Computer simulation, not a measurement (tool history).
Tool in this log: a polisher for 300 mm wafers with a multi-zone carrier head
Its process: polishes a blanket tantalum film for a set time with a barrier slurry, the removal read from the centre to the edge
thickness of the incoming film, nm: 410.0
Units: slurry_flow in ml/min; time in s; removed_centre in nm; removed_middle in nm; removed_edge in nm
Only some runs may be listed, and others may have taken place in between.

run,hour,slurry_flow,centre_zone,middle_zone,edge_zone,slurry_solids,time,removed_centre,removed_middle,removed_edge
1,0.0,145,1.00,1.00,1.00,1.00,43,98.264,99.549,94.436
2,8.8,155,1.01,0.98,1.02,1.00,43,101.020,99.048,96.454
3,12.3,155,1.01,0.98,1.02,0.80,43,95.591,91.811,91.044
4,17.5,160,1.02,0.97,1.04,0.85,43,98.931,93.488,92.532
5,26.5,160,1.02,0.89,1.04,0.85,43,98.659,88.457,92.598
6,30.2,160,1.02,0.94,1.04,0.85,43,99.608,90.478,91.904
7,33.1,160,1.02,0.92,1.06,0.90,43,101.290,90.762,94.228
8,34.2,165,1.02,0.91,1.08,0.95,43,102.370,92.027,97.436
9,39.7,170,1.03,0.91,1.09,0.95,43,102.100,91.377,97.714
10,45.6,200,1.12,0.90,1.19,1.20,44,125.010,100.930,113.570
11,50.8,195,1.12,0.90,1.19,1.20,44,123.560,103.550,112.450

Run 12 comes next. What will it give?
12,51.9,195,1.12,0.89,1.19,1.20,44,?,?,?

removed_centre: 124.950 nm
removed_middle: 101.500 nm
removed_edge: 113.020 nm
